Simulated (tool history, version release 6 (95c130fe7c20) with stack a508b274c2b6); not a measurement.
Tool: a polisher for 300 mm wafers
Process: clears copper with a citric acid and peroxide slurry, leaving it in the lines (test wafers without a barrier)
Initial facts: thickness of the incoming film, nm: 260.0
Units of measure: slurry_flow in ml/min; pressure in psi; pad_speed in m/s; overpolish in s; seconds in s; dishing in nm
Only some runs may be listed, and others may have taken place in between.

{"run": 1, "hour": 0.0, "slurry_flow": 320, "pressure": 3.8, "pad_speed": 1.2, "slurry_solids": 1, "overpolish": 12, "seconds": 100.51, "dishing": 23.058}
{"run": 2, "hour": 5.1, "slurry_flow": 320, "pressure": 3.8, "pad_speed": 0.96, "slurry_solids": 1, "overpolish": 12, "seconds": 124.05, "dishing": 18.696}
{"run": 3, "hour": 6.0, "slurry_flow": 320, "pressure": 3.2, "pad_speed": 0.96, "slurry_solids": 1, "overpolish": 12, "seconds": 140.11, "dishing": 17.447}
{"run": 4, "hour": 9.7, "slurry_flow": 320, "pressure": 3.2, "pad_speed": 0.96, "slurry_solids": 0.9, "overpolish": 12, "seconds": 137.34, "dishing": 17.582}
{"run": 5, "hour": 17.8, "slurry_flow": 325, "pressure": 4, "pad_speed": 1, "slurry_solids": 0.9, "overpolish": 11, "seconds": 117.51, "dishing": 18.35}
{"run": 6, "hour": 18.6, "slurry_flow": 325, "pressure": 4.5, "pad_speed": 1.06, "slurry_solids": 0.9, "overpolish": 11, "seconds": 105.08, "dishing": 21.678}
{"run": 7, "hour": 24.9, "slurry_flow": 330, "pressure": 4.9, "pad_speed": 1.12, "slurry_solids": 0.95, "overpolish": 10, "seconds": 93.185, "dishing": 22.745}
{"run": 8, "hour": 30.9, "slurry_flow": 330, "pressure": 5.9, "pad_speed": 1.24, "slurry_solids": 0.95, "overpolish": 7, "seconds": 73.762, "dishing": 19.422}
{"run": 9, "hour": 37.7, "slurry_flow": 330, "pressure": 5.9, "pad_speed": 1.24, "slurry_solids": 0.95, "overpolish": 8, "seconds": 74.198, "dishing": 21.452}

Run 10 has not been measured yet. What should we expect?
{"run": 10, "hour": 43.9, "slurry_flow": 330, "pressure": 5.9, "pad_speed": 1.26, "slurry_solids": 0.95, "overpolish": 8, "seconds": "?", "dishing": "?"}

{"run 10": {"seconds": 72.742, "dishing": 22.498}}
